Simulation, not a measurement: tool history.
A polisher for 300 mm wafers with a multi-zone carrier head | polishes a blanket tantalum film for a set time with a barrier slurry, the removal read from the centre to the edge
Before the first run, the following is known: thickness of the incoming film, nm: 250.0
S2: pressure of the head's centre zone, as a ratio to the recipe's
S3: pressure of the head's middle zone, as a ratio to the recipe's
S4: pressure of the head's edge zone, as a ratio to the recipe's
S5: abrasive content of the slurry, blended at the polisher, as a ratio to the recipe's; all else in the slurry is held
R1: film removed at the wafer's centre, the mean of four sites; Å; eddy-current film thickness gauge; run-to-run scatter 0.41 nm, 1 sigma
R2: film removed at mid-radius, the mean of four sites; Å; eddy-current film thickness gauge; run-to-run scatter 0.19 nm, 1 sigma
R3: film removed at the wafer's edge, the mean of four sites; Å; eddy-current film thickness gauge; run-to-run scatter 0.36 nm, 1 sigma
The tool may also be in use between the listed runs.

run 1 hour=0 | flow_of_slurry_(ml/min)=235 S2=1 S3=1 S4=1 S5=1 polishing_time_(s)=36 | R1=738.69 R2=729.28 R3=735.15
run 2 hour=1.5 | flow_of_slurry_(ml/min)=235 S2=1 S3=1 S4=1 S5=0.9 polishing_time_(s)=36 | R1=723.04 R2=702.62 R3=709.51
run 3 hour=6.4 | flow_of_slurry_(ml/min)=235 S2=1 S3=1.06 S4=1 S5=0.9 polishing_time_(s)=36 | R1=708.34 R2=732.14 R3=724.28
run 4 hour=11.8 | flow_of_slurry_(ml/min)=235 S2=1 S3=1.06 S4=1 S5=0.9 polishing_time_(s)=42 | R1=838 R2=853.08 R3=838.83
run 5 hour=20.4 | flow_of_slurry_(ml/min)=235 S2=1 S3=1.09 S4=1 S5=0.9 polishing_time_(s)=42 | R1=840.22 R2=878.1 R3=827.74
run 6 hour=27 | flow_of_slurry_(ml/min)=235 S2=1 S3=1.09 S4=1 S5=0.9 polishing_time_(s)=47 | R1=926.49 R2=971.23 R3=935.11
run 7 hour=28.7 | flow_of_slurry_(ml/min)=215 S2=0.97 S3=1.04 S4=0.99 S5=0.8 polishing_time_(s)=41 | R1=761.08 R2=779.74 R3=750.46
run 8 hour=29.7 | flow_of_slurry_(ml/min)=210 S2=0.95 S3=1 S4=1.02 S5=0.75 polishing_time_(s)=36 | R1=633.88 R2=643.19 R3=658.31
run 9 hour=32.4 | flow_of_slurry_(ml/min)=200 S2=0.93 S3=0.97 S4=1.03 S5=0.7 polishing_time_(s)=33 | R1=548.21 R2=550.15 R3=590.46
run 10 hour=41.1 | flow_of_slurry_(ml/min)=160 S2=0.83 S3=0.87 S4=0.93 S5=0.5 polishing_time_(s)=23 | R1=280.34 R2=282.47 R3=319.85
run 11 hour=43.2 | flow_of_slurry_(ml/min)=180 S2=0.84 S3=0.87 S4=0.95 S5=0.5 polishing_time_(s)=23 | R1=290.91 R2=289.21 R3=328.67
run 12 hour=49.7 | flow_of_slurry_(ml/min)=195 S2=0.85 S3=0.87 S4=0.97 S5=0.5 polishing_time_(s)=23 | R1=294.94 R2=293.61 R3=332.17
run 13 hour=57.3 | flow_of_slurry_(ml/min)=200 S2=0.86 S3=0.87 S4=1 S5=0.5 polishing_time_(s)=23 | R1=299.03 R2=290.73 R3=335.4
run 14 hour=65.4 | flow_of_slurry_(ml/min)=205 S2=0.87 S3=0.88 S4=1.02 S5=0.5 polishing_time_(s)=23 | R1=298.04 R2=297.68 R3=341.96
run 15 hour=68.4 | flow_of_slurry_(ml/min)=210 S2=0.89 S3=0.88 S4=1.04 S5=0.5 polishing_time_(s)=23 | R1=314.13 R2=294.38 R3=348.1

Run 16, settings as shown, results not yet in. Your forecast:
run 16 hour=74 | flow_of_slurry_(ml/min)=275 S2=0.87 S3=0.94 S4=1.1 S5=0.55 polishing_time_(s)=23 | R1=? R2=? R3=?

Logged for run 16: R1 335.02 Å, R2 345.79 Å, R3 388.79 Å.

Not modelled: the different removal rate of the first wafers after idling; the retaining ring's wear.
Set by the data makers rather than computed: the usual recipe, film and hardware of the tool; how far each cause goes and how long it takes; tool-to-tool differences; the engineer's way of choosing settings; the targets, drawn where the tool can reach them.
